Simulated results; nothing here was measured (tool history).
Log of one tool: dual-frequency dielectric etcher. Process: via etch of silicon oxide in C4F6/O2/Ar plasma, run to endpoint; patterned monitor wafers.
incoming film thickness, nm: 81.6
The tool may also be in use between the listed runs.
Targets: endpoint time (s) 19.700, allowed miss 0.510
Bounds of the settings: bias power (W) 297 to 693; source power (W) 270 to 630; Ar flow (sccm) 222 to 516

| run | hour | bias power (W) | source power (W) | Ar flow (sccm) | endpoint time (s) |
|---|---|---|---|---|---|
| 1 | 0.0 | 495 | 450 | 369 | 17.129 |
| 2 | 3.1 | 471 | 440 | 371 | 17.582 |
| 3 | 4.3 | 471 | 490 | 371 | 16.690 |
| 4 | 11.2 | 449 | 480 | 373 | 17.216 |
| 5 | 15.0 | 449 | 410 | 373 | 18.316 |
| 6 | 17.2 | 436 | 410 | 374 | 18.562 |
| 7 | 21.7 | 436 | 410 | 374 | 18.240 |
| 8 | 27.3 | 423 | 400 | 376 | 18.656 |
| 9 | 33.4 | 413 | 400 | 377 | 18.991 |
| 10 | 34.3 | 407 | 400 | 377 | 19.112 |
| 11 | 35.6 | 402 | 400 | 377 | 18.947 |

Which of these 4 next moves meets every target?
| A | 36.9 | 341 | 510 | 354 | ? |
| B | 36.9 | 319 | 480 | 453 | ? |
| C | 36.9 | 387 | 330 | 408 | ? |
| D | 36.9 | 297 | 410 | 416 | ? |

| move | endpoint time (s) |
|---|---|
| A | 18.159 |
| B | 19.563 |
| C | 21.015 |
| D | 21.018 |
A: further off than the last run
B: meets every target
C: takes the result that was furthest off past its target
D: takes the result that was furthest off past its target
The right move is B.
